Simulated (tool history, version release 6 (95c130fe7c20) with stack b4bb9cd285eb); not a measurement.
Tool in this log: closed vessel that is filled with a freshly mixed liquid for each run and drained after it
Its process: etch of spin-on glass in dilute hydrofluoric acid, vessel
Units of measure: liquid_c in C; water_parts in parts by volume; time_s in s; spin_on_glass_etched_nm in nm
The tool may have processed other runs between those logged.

run,hour,liquid_c,water_parts,time_s,spin_on_glass_etched_nm
1,0,21,150,210,43.733
2,6.6,23,130,210,56.161
3,11.2,24.5,130,210,59.535
4,20,25.5,115,210,71.066
5,23.9,26.5,105,210,82.581
6,31.2,26.5,105,210,83.004

What will run 7 give?
7,36.3,27,100,210,?

spin_on_glass_etched_nm: 87.869 nm

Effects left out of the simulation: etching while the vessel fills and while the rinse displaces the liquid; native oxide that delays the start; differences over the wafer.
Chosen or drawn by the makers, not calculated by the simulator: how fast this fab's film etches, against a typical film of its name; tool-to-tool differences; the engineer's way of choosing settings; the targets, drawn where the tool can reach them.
